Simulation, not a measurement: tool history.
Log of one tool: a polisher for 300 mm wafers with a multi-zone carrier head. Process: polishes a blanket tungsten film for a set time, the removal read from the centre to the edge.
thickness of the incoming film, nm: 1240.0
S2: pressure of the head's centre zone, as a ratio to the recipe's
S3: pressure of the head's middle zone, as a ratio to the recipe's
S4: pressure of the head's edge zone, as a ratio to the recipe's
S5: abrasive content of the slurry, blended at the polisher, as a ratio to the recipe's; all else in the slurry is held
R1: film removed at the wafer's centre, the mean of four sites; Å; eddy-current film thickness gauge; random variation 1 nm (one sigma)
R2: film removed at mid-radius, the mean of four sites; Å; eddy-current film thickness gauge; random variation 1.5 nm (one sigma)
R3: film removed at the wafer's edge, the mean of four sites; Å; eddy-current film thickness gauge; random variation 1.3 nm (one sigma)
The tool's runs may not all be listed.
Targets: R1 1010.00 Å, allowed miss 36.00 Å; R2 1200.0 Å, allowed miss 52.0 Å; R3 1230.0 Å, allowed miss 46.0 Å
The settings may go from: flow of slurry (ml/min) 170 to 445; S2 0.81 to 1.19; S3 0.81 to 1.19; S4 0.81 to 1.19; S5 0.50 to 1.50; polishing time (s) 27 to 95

run 1 hour=0.0 | flow_of_slurry_(ml/min)=285 S2=1.00 S3=1.00 S4=1.00 S5=1.00 polishing_time_(s)=61 | R1=2195.10 R2=2313.2 R3=2211.0
run 2 hour=1.3 | flow_of_slurry_(ml/min)=275 S2=0.96 S3=0.98 S4=0.99 S5=0.90 polishing_time_(s)=55 | R1=1889.60 R2=1990.2 R3=1926.9
run 3 hour=3.4 | flow_of_slurry_(ml/min)=265 S2=0.93 S3=0.98 S4=1.02 S5=0.85 polishing_time_(s)=50 | R1=1613.10 R2=1771.3 R3=1710.6
run 4 hour=5.1 | flow_of_slurry_(ml/min)=265 S2=0.93 S3=0.98 S4=1.02 S5=0.70 polishing_time_(s)=50 | R1=1527.70 R2=1674.0 R3=1645.2
run 5 hour=13.4 | flow_of_slurry_(ml/min)=260 S2=0.91 S3=0.97 S4=1.03 S5=0.65 polishing_time_(s)=47 | R1=1388.50 R2=1508.0 R3=1504.2
run 6 hour=21.9 | flow_of_slurry_(ml/min)=255 S2=0.89 S3=0.97 S4=1.04 S5=0.60 polishing_time_(s)=45 | R1=1249.90 R2=1433.3 R3=1450.9
-- hour=27.3 worn pad replaced by a new one
run 7 hour=27.3 | flow_of_slurry_(ml/min)=250 S2=0.88 S3=0.96 S4=1.03 S5=0.60 polishing_time_(s)=44 | R1=1377.20 R2=1522.3 R3=1562.6
run 8 hour=31.3 | flow_of_slurry_(ml/min)=250 S2=0.98 S3=1.04 S4=1.13 S5=0.50 polishing_time_(s)=41 | R1=1338.80 R2=1450.3 R3=1463.8
run 9 hour=40.2 | flow_of_slurry_(ml/min)=250 S2=0.95 S3=1.03 S4=1.11 S5=0.50 polishing_time_(s)=39 | R1=1241.10 R2=1393.9 R3=1407.3
run 10 hour=48.6 | flow_of_slurry_(ml/min)=250 S2=0.93 S3=1.02 S4=1.10 S5=0.50 polishing_time_(s)=38 | R1=1183.60 R2=1326.3 R3=1328.4

5 next moves are on the table. One of them brings every result within its allowed miss. Which?
run A hour=57.0 | flow_of_slurry_(ml/min)=190 S2=0.81 S3=1.01 S4=1.12 S5=0.50 polishing_time_(s)=35 | R1=? R2=? R3=?
run B hour=57.0 | flow_of_slurry_(ml/min)=290 S2=0.87 S3=0.87 S4=1.18 S5=0.50 polishing_time_(s)=36 | R1=? R2=? R3=?
run C hour=57.0 | flow_of_slurry_(ml/min)=170 S2=0.81 S3=1.04 S4=1.15 S5=0.50 polishing_time_(s)=39 | R1=? R2=? R3=?
run D hour=57.0 | flow_of_slurry_(ml/min)=250 S2=0.86 S3=0.99 S4=1.12 S5=0.50 polishing_time_(s)=35 | R1=? R2=? R3=?
run E hour=57.0 | flow_of_slurry_(ml/min)=180 S2=0.81 S3=0.87 S4=1.19 S5=0.50 polishing_time_(s)=39 | R1=? R2=? R3=?

move=A R1=938.87 R2=1182.4 R3=1218.8
move=B R1=1089.70 R2=1134.5 R3=1334.1
move=C R1=1030.00 R2=1329.0 R3=1361.9
move=D R1=1031.70 R2=1200.1 R3=1247.3
move=E R1=1037.40 R2=1167.8 R3=1396.8
A: takes the result that was furthest off past its target
B: nearer than the last run, and not there yet
C: brings the result that was furthest off to its target, and leaves another outside
D: meets every target
E: brings the result that was furthest off to its target, and leaves another outside
The right move is D.
